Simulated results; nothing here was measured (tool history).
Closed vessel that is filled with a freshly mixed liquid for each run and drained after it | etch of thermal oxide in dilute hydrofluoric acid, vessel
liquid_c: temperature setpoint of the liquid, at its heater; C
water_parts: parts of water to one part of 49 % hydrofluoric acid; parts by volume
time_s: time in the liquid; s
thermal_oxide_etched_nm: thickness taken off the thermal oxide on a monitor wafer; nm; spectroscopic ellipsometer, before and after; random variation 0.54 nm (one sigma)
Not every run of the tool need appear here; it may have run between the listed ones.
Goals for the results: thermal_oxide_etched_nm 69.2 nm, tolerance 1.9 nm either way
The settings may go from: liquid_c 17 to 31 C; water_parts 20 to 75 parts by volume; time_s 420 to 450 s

{"run": 1, "hour": 0.0, "liquid_c": 23, "water_parts": 45, "time_s": 420, "thermal_oxide_etched_nm": 42.238}
{"run": 2, "hour": 1.0, "liquid_c": 23, "water_parts": 45, "time_s": 450, "thermal_oxide_etched_nm": 45.068}
{"run": 3, "hour": 4.9, "liquid_c": 23, "water_parts": 50, "time_s": 450, "thermal_oxide_etched_nm": 40.436}
{"run": 4, "hour": 10.4, "liquid_c": 24.5, "water_parts": 50, "time_s": 450, "thermal_oxide_etched_nm": 43.693}
{"run": 5, "hour": 19.3, "liquid_c": 24.5, "water_parts": 50, "time_s": 420, "thermal_oxide_etched_nm": 40.309}
{"run": 6, "hour": 24.2, "liquid_c": 26, "water_parts": 50, "time_s": 420, "thermal_oxide_etched_nm": 42.643}
{"run": 7, "hour": 26.1, "liquid_c": 27, "water_parts": 50, "time_s": 420, "thermal_oxide_etched_nm": 44.142}
{"run": 8, "hour": 29.0, "liquid_c": 28, "water_parts": 45, "time_s": 420, "thermal_oxide_etched_nm": 51.485}
{"run": 9, "hour": 35.8, "liquid_c": 28.5, "water_parts": 45, "time_s": 420, "thermal_oxide_etched_nm": 52.588}

Which one of the following 5 next-run settings gets every result inside its allowed miss? There is exactly one.
{"run": "A", "hour": 42.6, "liquid_c": 28.5, "water_parts": 40, "time_s": 420, "thermal_oxide_etched_nm": "?"}
{"run": "B", "hour": 42.6, "liquid_c": 26, "water_parts": 35, "time_s": 425, "thermal_oxide_etched_nm": "?"}
{"run": "C", "hour": 42.6, "liquid_c": 28, "water_parts": 55, "time_s": 445, "thermal_oxide_etched_nm": "?"}
{"run": "D", "hour": 42.6, "liquid_c": 30.5, "water_parts": 35, "time_s": 450, "thermal_oxide_etched_nm": "?"}
{"run": "E", "hour": 42.6, "liquid_c": 28.5, "water_parts": 35, "time_s": 420, "thermal_oxide_etched_nm": "?"}

move=A thermal_oxide_etched_nm=59.997
move=B thermal_oxide_etched_nm=63.153
move=C thermal_oxide_etched_nm=44.325
move=D thermal_oxide_etched_nm=80.182
move=E thermal_oxide_etched_nm=69.087
A: closes in on the targets versus the last run, not all within tolerance yet
B: closes in on the targets versus the last run, not all within tolerance yet
C: moves away from the targets compared with the last run
D: takes the result that was furthest off past its target
E: all results land within tolerance of their targets
The move that meets every target is E.

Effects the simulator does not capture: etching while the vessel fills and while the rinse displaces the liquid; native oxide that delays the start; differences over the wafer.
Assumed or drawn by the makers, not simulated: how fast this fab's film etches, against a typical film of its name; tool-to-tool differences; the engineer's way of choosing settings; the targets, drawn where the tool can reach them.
